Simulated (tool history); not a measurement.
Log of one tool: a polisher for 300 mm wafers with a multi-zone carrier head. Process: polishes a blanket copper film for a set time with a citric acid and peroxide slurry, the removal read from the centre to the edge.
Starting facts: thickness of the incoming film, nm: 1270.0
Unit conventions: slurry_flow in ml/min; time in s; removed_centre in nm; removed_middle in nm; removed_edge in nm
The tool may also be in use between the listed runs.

run  hour  slurry_flow  centre_zone  middle_zone  edge_zone  slurry_solids  time  removed_centre  removed_middle  removed_edge
  1     0          285            1            1          1              1    70          112.21          114.72        121.82
  2   1.7          285            1            1          1            1.2    70          121.26          120.29        120.27
  3  10.2          275         1.01         0.97       0.97            1.2    70          120.31          116.27        121.38
  4  14.6          280         1.04         0.97       0.95            1.2    69           123.7          114.64        115.45
  5  17.4          320         1.04         0.97       0.95            1.2    69          126.31          116.76        116.08
  6  18.5          320         1.04         0.97       0.87            1.2    69          124.53          116.61        112.61
  7  26.5          305         1.05         0.95       0.87            1.2    69           124.2          116.37        114.39

Forecast run 8:
  8  33.9          310         1.06         0.93       0.87            1.2    68               ?               ?             ?

{"run 8": {"removed_centre": 122.65, "removed_middle": 113.97, "removed_edge": 113.08}}

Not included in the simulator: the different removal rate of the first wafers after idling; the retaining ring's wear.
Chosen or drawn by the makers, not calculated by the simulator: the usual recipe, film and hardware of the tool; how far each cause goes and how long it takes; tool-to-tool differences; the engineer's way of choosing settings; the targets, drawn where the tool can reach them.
